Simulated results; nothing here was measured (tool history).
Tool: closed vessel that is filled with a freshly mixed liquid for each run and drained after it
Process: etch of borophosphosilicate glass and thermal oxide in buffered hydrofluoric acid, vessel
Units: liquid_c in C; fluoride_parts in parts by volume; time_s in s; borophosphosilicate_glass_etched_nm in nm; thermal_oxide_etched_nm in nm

run  hour  liquid_c  fluoride_parts  time_s  borophosphosilicate_glass_etched_nm  thermal_oxide_etched_nm
  1   0.0      22.0            10.0      60                               68.748                   61.174
  2   6.3      22.0            10.0      80                               90.208                   82.947
  3   8.8      19.5            10.0      80                               80.228                   71.183
  4  17.3      19.5            12.0      80                               66.191                   60.163
  5  24.8      21.5            11.5      80                               77.114                   70.686
  6  25.4      23.0            11.0      80                               86.261                   78.129

Run 7 comes next. What will it give?
  7  27.8      24.5            11.0      80                                    ?                        ?

borophosphosilicate_glass_etched_nm: 96.455 nm
thermal_oxide_etched_nm: 86.121 nm
